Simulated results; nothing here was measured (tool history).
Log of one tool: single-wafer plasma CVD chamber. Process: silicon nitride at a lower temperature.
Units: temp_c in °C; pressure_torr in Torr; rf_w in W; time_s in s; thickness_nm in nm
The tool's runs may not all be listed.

run 1 day=0 | temp_c=330 pressure_torr=1.54 rf_w=320 time_s=21.2 | thickness_nm=24.924
run 2 day=0.246 | temp_c=330 pressure_torr=1.54 rf_w=320 time_s=20.1 | thickness_nm=23.826
run 3 day=0.55 | temp_c=330 pressure_torr=1.54 rf_w=355 time_s=20.1 | thickness_nm=25.116
run 4 day=0.721 | temp_c=330 pressure_torr=1.48 rf_w=355 time_s=20.1 | thickness_nm=24.987
run 5 day=0.979 | temp_c=330 pressure_torr=1.48 rf_w=355 time_s=20.1 | thickness_nm=25.157
run 6 day=1.15 | temp_c=330 pressure_torr=1.48 rf_w=355 time_s=21.2 | thickness_nm=26.316
run 7 day=1.488 | temp_c=330 pressure_torr=1.17 rf_w=320 time_s=21.1 | thickness_nm=23.403

The next listed run, before its measurement:
run 8 day=1.646 | temp_c=330 pressure_torr=1.15 rf_w=320 time_s=21.1 | thickness_nm=?

Run 8 gave thickness_nm 23.424 nm.
